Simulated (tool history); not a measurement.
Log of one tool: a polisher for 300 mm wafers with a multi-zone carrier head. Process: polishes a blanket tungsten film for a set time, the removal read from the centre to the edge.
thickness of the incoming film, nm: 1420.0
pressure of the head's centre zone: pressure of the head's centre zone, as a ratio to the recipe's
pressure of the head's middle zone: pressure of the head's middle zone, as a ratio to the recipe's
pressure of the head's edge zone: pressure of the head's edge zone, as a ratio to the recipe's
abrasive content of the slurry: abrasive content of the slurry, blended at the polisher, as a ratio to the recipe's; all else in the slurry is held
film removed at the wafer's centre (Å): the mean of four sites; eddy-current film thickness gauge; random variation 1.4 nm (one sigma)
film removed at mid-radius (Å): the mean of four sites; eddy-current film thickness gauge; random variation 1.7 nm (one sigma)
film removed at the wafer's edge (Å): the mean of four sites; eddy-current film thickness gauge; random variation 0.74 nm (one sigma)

run	hour	flow of slurry (ml/min)	pressure of the head's centre zone	pressure of the head's middle zone	pressure of the head's edge zone	abrasive content of the slurry	polishing time (s)	film removed at the wafer's centre (Å)	film removed at mid-radius (Å)	film removed at the wafer's edge (Å)
1	0	280	1	1	1	1	47	1740.8	1771.3	1712.7
2	7.5	280	1	0.94	1	1	47	1744.2	1651.4	1731.9
3	11.5	280	0.99	0.97	0.96	0.85	44	1530.9	1518.1	1509.4
4	14.9	280	0.99	1	0.96	0.85	44	1553.6	1605.7	1529.7
5	21.9	280	0.95	1	0.96	0.85	44	1502.3	1576.2	1523.1
6	29.7	280	0.95	1	0.96	0.85	54	1786.8	1887.6	1869.2
7	35.9	280	0.96	1.02	0.93	0.75	49	1620.4	1746.9	1625.7

Forecast run 8:
# hour 39.4: slurry nozzle cleaned
8	39.4	280	0.96	1.02	0.91	0.7	45	?	?	?

Run 8 gave film removed at the wafer's centre (Å) 1505, film removed at mid-radius (Å) 1615.9, film removed at the wafer's edge (Å) 1483.7.
